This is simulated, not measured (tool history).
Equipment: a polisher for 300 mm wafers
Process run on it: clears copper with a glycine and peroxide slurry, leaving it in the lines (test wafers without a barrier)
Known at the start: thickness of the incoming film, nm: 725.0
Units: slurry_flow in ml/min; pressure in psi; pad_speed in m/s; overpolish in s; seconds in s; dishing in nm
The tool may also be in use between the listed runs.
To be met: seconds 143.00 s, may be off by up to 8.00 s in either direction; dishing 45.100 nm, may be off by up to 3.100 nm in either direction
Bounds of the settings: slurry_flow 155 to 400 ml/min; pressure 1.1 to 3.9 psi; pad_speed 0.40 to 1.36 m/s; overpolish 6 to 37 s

{"run": 1, "hour": 0.0, "slurry_flow": 255, "pressure": 2.5, "pad_speed": 0.88, "overpolish": 19, "seconds": 208.87, "dishing": 41.211}
{"run": 2, "hour": 2.9, "slurry_flow": 255, "pressure": 2.6, "pad_speed": 0.88, "overpolish": 18, "seconds": 208.13, "dishing": 40.326}
{"run": 3, "hour": 5.0, "slurry_flow": 255, "pressure": 2.6, "pad_speed": 0.88, "overpolish": 13, "seconds": 197.78, "dishing": 30.311}
{"run": 4, "hour": 8.5, "slurry_flow": 255, "pressure": 2.6, "pad_speed": 0.88, "overpolish": 16, "seconds": 202.7, "dishing": 36.823}
{"run": 5, "hour": 9.3, "slurry_flow": 255, "pressure": 2.7, "pad_speed": 0.88, "overpolish": 16, "seconds": 196.16, "dishing": 38.463}
{"run": 6, "hour": 13.1, "slurry_flow": 255, "pressure": 2.8, "pad_speed": 0.88, "overpolish": 16, "seconds": 193.9, "dishing": 38.891}
{"run": 7, "hour": 15.3, "slurry_flow": 255, "pressure": 2.9, "pad_speed": 0.88, "overpolish": 16, "seconds": 192.91, "dishing": 41.894}
{"run": 8, "hour": 22.9, "slurry_flow": 255, "pressure": 3.0, "pad_speed": 0.9, "overpolish": 15, "seconds": 182.58, "dishing": 40.29}

Next run, 5 choices. One meets every target within its allowed miss, the rest don't. Which?
{"run": "A", "hour": 30.5, "slurry_flow": 250, "pressure": 3.0, "pad_speed": 1.06, "overpolish": 12, "seconds": "?", "dishing": "?"}
{"run": "B", "hour": 30.5, "slurry_flow": 240, "pressure": 3.6, "pad_speed": 1.18, "overpolish": 10, "seconds": "?", "dishing": "?"}
{"run": "C", "hour": 30.5, "slurry_flow": 220, "pressure": 3.3, "pad_speed": 1.14, "overpolish": 14, "seconds": "?", "dishing": "?"}
{"run": "D", "hour": 30.5, "slurry_flow": 220, "pressure": 3.2, "pad_speed": 0.96, "overpolish": 16, "seconds": "?", "dishing": "?"}
{"run": "E", "hour": 30.5, "slurry_flow": 310, "pressure": 3.1, "pad_speed": 1.12, "overpolish": 11, "seconds": "?", "dishing": "?"}

move=A seconds=164.43 dishing=37.277
move=B seconds=129.80 dishing=39.176
move=C seconds=145.06 dishing=46.192
move=D seconds=170.53 dishing=45.358
move=E seconds=150.38 dishing=37.368
A: gains on the last run, yet a result remains outside its allowed miss
B: carries the result that was furthest off beyond its target, to the other side
C: all results in spec
D: gains on the last run, yet a result remains outside its allowed miss
E: brings the result that was furthest off to its target, and leaves another outside
Correct choice: C, which meets every target
